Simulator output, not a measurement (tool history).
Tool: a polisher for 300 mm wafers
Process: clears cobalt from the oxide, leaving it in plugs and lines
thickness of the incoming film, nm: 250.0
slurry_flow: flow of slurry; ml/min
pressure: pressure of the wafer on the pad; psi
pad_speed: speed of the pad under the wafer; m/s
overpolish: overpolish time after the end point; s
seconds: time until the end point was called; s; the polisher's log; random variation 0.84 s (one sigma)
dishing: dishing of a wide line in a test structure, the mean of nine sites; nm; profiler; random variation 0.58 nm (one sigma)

| run | day | slurry_flow | pressure | pad_speed | overpolish | seconds | dishing |
|---|---|---|---|---|---|---|---|
| 1 | 0.000 | 250 | 2.4 | 0.84 | 23 | 61.189 | 38.667 |
| 2 | 0.183 | 250 | 2.5 | 0.84 | 21 | 59.472 | 37.835 |
| 3 | 0.533 | 250 | 2.0 | 0.84 | 21 | 72.074 | 35.407 |
| 4 | 0.571 | 215 | 2.0 | 0.84 | 21 | 74.119 | 35.272 |
| 5 | 0.833 | 215 | 2.1 | 0.86 | 19 | 69.994 | 35.217 |
| 6 | 0.921 | 215 | 1.6 | 0.86 | 19 | 83.886 | 32.835 |
| 7 | 1.171 | 220 | 2.2 | 1.08 | 8 | 53.805 | 25.558 |
| 8 | 1.367 | 220 | 2.3 | 1.08 | 9 | 49.107 | 28.953 |

The next listed run, before its measurement:
| 9 | 1.504 | 220 | 2.3 | 1.08 | 10 | ? | ? |

Run 9 gave seconds 51.226 s, dishing 29.309 nm.
